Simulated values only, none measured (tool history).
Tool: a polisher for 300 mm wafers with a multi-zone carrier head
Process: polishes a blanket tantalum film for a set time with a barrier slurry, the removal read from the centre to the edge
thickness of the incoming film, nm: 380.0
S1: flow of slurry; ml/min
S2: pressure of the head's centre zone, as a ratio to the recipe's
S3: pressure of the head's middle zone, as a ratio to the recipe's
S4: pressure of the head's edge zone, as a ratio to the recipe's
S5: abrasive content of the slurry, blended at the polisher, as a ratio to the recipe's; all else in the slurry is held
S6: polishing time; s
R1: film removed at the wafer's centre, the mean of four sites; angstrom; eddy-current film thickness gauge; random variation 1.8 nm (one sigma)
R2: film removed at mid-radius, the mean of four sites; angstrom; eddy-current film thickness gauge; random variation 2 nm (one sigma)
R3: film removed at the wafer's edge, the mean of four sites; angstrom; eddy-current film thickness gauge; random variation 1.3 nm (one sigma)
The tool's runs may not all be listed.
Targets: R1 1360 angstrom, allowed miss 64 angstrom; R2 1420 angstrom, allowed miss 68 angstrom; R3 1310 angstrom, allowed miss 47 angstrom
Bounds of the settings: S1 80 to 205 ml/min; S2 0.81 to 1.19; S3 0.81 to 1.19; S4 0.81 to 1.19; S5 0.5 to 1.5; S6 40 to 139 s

run	hour	S1	S2	S3	S4	S5	S6	R1	R2	R3
1	0	135	1	1	1	1	89	1460.5	1462.1	1489.5
2	2	150	1	1	1	1	89	1515.2	1491.3	1521.1
3	3.8	150	0.95	1	1	1	89	1444.9	1499.2	1516.5
4	6.1	150	0.95	0.96	1	1	89	1442.7	1447	1533.7
5	8.2	150	0.9	0.96	1	1	89	1312.9	1464.2	1494.1
6	14.7	150	0.92	0.97	0.96	0.95	89	1343.9	1490.2	1441.4
7	16.1	150	0.94	0.96	0.94	0.9	89	1373	1397.7	1408.6
8	18.2	150	0.94	0.97	0.92	0.9	89	1387.7	1423.5	1386.5
9	20.6	150	0.94	0.98	0.91	0.9	89	1368.9	1424.7	1394
# hour 26: slurry nozzle cleaned
10	26	150	0.94	0.99	0.89	0.9	89	1420.2	1545.7	1413.7
11	32.1	125	0.97	0.96	0.86	0.75	88	1309.3	1336.4	1250.3
12	32.9	125	0.97	0.96	0.86	0.75	88	1287.2	1331.2	1260.9
13	38.6	130	0.97	0.97	0.86	0.75	88	1328.3	1312.1	1263.4

Which of these 4 next moves meets every target?
A	44.3	130	0.91	0.96	0.86	0.8	82	?	?	?
B	44.3	125	0.99	1.03	0.88	0.6	101	?	?	?
C	44.3	120	0.89	1.18	0.81	0.9	83	?	?	?
D	44.3	135	0.93	0.95	0.91	0.7	97	?	?	?

move	R1	R2	R3
A	1203.3	1292.6	1218.3
B	1399.1	1443.9	1319.5
C	1219.7	1530.4	1235.9
D	1387.8	1447.6	1405.8
A: further off than the last run
B: meets every target
C: takes the result that was furthest off past its target
D: brings the result that was furthest off to its target, and leaves another outside
Move B is the one to make.
